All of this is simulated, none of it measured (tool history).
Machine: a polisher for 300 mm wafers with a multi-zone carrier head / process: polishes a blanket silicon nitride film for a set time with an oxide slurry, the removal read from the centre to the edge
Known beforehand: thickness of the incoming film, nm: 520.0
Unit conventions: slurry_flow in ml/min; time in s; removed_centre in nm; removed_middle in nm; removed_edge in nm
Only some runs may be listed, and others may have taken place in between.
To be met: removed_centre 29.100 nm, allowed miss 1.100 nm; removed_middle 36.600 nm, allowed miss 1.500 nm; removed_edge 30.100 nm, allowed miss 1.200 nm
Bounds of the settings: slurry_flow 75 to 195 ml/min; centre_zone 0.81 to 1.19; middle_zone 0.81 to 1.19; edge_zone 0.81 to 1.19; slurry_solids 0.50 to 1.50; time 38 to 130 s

run  hour  slurry_flow  centre_zone  middle_zone  edge_zone  slurry_solids  time  removed_centre  removed_middle  removed_edge
  1   0.0          125         1.00         1.00       1.00           1.00    84          42.653          43.473        42.976
  2   3.2          125         0.98         1.02       0.98           0.90    84          40.637          42.572        40.398
  3  10.2          120         0.96         1.03       0.96           0.85    84          38.284          41.961        39.093
  4  11.0          120         0.95         1.04       0.94           0.80    83          37.162          40.808        37.232
  5  13.2          115         0.93         1.05       0.93           0.75    83          36.332          39.633        37.248
  6  20.3          115         0.93         1.10       0.93           0.75    83          35.530          41.306        37.024
  7  27.8          115         0.92         1.11       0.92           0.70    82          33.593          39.067        34.863
  8  29.2          115         0.91         1.12       0.91           0.65    82          33.379          39.105        33.434
  9  31.7          110         0.90         1.13       0.90           0.65    82          32.231          39.284        33.018
 10  34.9          105         0.89         1.13       0.89           0.65    82          30.921          39.058        33.603
 11  37.8          105         0.89         1.14       0.88           0.60    82          30.562          38.122        32.037
 12  46.5          105         0.89         1.14       0.87           0.60    82          29.913          37.750        31.678
 13  53.3          105         0.89         1.14       0.86           0.60    82          30.601          37.470        31.077

Consider the 4 candidate settings below. Which is the only one whose results all fall within their allowed miss of target?
  A  60.1          100         0.92         1.14       0.87           0.65    85               ?               ?             ?
  B  60.1          105         0.90         1.16       0.86           0.80    70               ?               ?             ?
  C  60.1          100         0.98         1.12       0.81           0.55    88               ?               ?             ?
  D  60.1           95         0.90         1.19       0.81           0.75    81               ?               ?             ?

move  removed_centre  removed_middle  removed_edge
   A          32.839          40.020        34.164
   B          29.123          36.459        30.392
   C          33.442          38.495        32.381
   D          31.915          40.972        32.902
A: moves away from the targets compared with the last run
B: every result within its allowed miss
C: moves away from the targets compared with the last run
D: moves away from the targets compared with the last run
The right move is B.
